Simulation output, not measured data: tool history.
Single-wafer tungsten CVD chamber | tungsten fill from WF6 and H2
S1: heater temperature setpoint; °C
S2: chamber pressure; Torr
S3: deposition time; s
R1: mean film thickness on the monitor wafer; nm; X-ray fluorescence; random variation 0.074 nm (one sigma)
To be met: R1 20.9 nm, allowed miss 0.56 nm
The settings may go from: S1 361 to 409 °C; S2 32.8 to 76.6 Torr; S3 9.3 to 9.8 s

run 1 hour=0 | S1=385 S2=54.7 S3=9.8 | R1=27.734
run 2 hour=4.4 | S1=383 S2=54.6 S3=9.8 | R1=26.931
run 3 hour=5.1 | S1=383 S2=54.6 S3=9.8 | R1=26.812
run 4 hour=9.6 | S1=382 S2=54.5 S3=9.8 | R1=26.323
run 5 hour=12 | S1=382 S2=54.5 S3=9.3 | R1=24.834
run 6 hour=18.2 | S1=382 S2=59 S3=9.3 | R1=25.914
run 7 hour=22.3 | S1=381 S2=58.9 S3=9.3 | R1=25.35
run 8 hour=25.1 | S1=380 S2=58.8 S3=9.3 | R1=24.854
run 9 hour=26.3 | S1=379 S2=58.7 S3=9.3 | R1=24.584
run 10 hour=27 | S1=378 S2=58.6 S3=9.3 | R1=24.013

Which of these 5 next moves meets every target?
run A hour=27.7 | S1=367 S2=54.4 S3=9.3 | R1=?
run B hour=27.7 | S1=369 S2=60.4 S3=9.4 | R1=?
run C hour=27.7 | S1=386 S2=60 S3=9.8 | R1=?
run D hour=27.7 | S1=376 S2=57.3 S3=9.3 | R1=?
run E hour=27.7 | S1=383 S2=50.6 S3=9.8 | R1=?

move=A R1=19.114
move=B R1=21.023
move=C R1=29.659
move=D R1=23.085
move=E R1=26.056
A: takes the result that was furthest off past its target
B: meets every target
C: further off than the last run
D: nearer than the last run, and not there yet
E: further off than the last run
Answer: B
